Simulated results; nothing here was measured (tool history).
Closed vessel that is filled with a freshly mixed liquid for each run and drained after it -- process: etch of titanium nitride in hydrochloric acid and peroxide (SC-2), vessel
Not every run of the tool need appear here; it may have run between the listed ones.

run  hour  temperature setpoint of the liquid (K)  parts of water to one part each of 37 % hydrochloric acid and 30 % peroxide (parts by volume)  time in the liquid (s)  thickness taken off the titanium nitride on a monitor wafer (angstrom)
  1   0.0                                  323.15                                                                                            5.5                     175                                                                 114.080
  2   7.8                                  323.65                                                                                            5.5                     175                                                                 117.000
  3  12.4                                  323.65                                                                                            6.5                     175                                                                 102.140
  4  19.7                                  323.65                                                                                            6.5                     175                                                                 103.080
  5  24.2                                  324.15                                                                                            6.5                     175                                                                 106.090
  6  31.0                                  317.65                                                                                            6.5                     175                                                                  67.756

The next listed run, before its measurement:
  7  35.6                                  318.65                                                                                            6.5                     175                                                                       ?

Run 7 measured thickness taken off the titanium nitride on a monitor wafer (angstrom) 73.010.

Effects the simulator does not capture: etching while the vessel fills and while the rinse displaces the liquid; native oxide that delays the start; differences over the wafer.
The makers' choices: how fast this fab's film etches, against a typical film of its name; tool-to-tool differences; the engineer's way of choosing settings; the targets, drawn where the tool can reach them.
